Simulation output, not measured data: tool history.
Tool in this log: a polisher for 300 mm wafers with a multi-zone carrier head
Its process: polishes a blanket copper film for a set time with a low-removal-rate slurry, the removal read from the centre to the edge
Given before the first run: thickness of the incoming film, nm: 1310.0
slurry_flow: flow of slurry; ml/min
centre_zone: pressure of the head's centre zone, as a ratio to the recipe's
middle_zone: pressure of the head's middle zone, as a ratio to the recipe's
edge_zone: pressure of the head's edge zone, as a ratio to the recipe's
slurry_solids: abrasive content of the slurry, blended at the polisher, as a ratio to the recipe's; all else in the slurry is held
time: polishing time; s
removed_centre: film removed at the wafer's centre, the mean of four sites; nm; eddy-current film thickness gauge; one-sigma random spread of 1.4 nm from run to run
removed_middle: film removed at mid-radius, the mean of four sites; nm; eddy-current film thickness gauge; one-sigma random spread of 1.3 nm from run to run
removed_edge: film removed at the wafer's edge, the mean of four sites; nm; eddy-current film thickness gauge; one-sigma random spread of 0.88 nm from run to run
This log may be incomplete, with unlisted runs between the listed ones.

run  hour  slurry_flow  centre_zone  middle_zone  edge_zone  slurry_solids  time  removed_centre  removed_middle  removed_edge
  1   0.0          285         1.00         1.00       1.00           1.00    74          227.65          236.04       229.980
  2   4.7          285         1.01         1.00       0.96           0.90    64          196.70          192.61       188.010
  3   8.8          285         0.99         1.02       0.93           0.80    58          163.49          169.74       163.480
  4  10.2          290         1.01         1.04       0.90           0.75    54          156.55          162.11       146.730
  5  16.0          290         1.01         1.04       0.90           0.90    54          163.57          169.41       154.410
  6  23.9          290         1.06         1.04       0.90           0.90    54          171.97          169.38       152.930
  7  30.7          285         1.05         1.04       0.88           0.80    51          155.98          154.09       139.150
  8  32.3          285         1.05         1.04       0.88           0.80    51          154.05          154.17       140.670
  9  40.4          275         1.03         1.02       0.82           0.55    39          106.61          106.25        91.442
 10  43.8          295         1.04         1.03       0.86           0.55    39          105.32          106.48        95.330

Estimate the outcome of run 11 from the log above:
 11  46.3          295         1.07         1.05       0.88           0.60    39               ?               ?             ?

{"run 11": {"removed_centre": 110.56, "removed_middle": 110.44, "removed_edge": 97.752}}

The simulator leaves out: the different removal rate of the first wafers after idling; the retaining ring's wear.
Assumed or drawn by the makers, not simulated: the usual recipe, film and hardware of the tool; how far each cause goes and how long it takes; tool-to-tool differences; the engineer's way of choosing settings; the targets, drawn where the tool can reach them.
